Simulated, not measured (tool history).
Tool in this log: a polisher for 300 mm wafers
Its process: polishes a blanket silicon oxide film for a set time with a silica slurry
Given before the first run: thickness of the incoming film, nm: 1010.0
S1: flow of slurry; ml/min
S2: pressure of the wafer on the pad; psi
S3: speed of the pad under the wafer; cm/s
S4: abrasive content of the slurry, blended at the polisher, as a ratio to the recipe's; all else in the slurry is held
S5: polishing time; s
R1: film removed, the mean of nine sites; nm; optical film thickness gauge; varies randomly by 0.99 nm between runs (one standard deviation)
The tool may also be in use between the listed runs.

run	hour	S1	S2	S3	S4	S5	R1
1	0	125	3.5	124	1	82	226.83
2	5.2	150	3.5	124	1	82	234.13
3	6.7	145	3.2	124	1	82	213.11
4	12.1	145	3.9	124	1	82	251.63
5	18.6	145	3.9	136	1	82	270.4
6	27.4	145	3.6	132	1	82	247.67
7	31.1	140	3.3	128	1	82	226.76
8	38.9	140	3.3	128	1	82	223.1
9	45	105	2.3	126	1	82	158.53
10	48.4	105	2.2	126	1	82	152.33

Estimate the outcome of run 11 from the log above:
11	52.1	105	2.1	126	1	82	?

R1: 144.83 nm
